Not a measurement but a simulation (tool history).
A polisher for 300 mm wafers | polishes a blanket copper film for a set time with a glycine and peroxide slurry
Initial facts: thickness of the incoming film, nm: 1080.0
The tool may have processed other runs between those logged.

run  hour  flow of slurry (ml/min)  pressure of the wafer on the pad (kPa)  speed of the pad under the wafer (m/s)  polishing time (s)  film removed (nm)
  1   0.0                      285                                    17.9                                    1.16                  78             475.81
  2   1.6                      285                                    19.3                                    1.16                  78             504.48
  3   3.9                      285                                    22.1                                    1.16                  78             551.91
  4  10.8                      285                                    22.1                                    0.94                  78             463.94
  5  11.5                      285                                    22.1                                    0.94                  78             471.39
  6  12.1                      285                                    23.4                                    0.98                  78             513.54

Forecast run 7:
  7  15.0                      285                                    24.1                                    1.00                  78                  ?

film removed (nm): 537.43

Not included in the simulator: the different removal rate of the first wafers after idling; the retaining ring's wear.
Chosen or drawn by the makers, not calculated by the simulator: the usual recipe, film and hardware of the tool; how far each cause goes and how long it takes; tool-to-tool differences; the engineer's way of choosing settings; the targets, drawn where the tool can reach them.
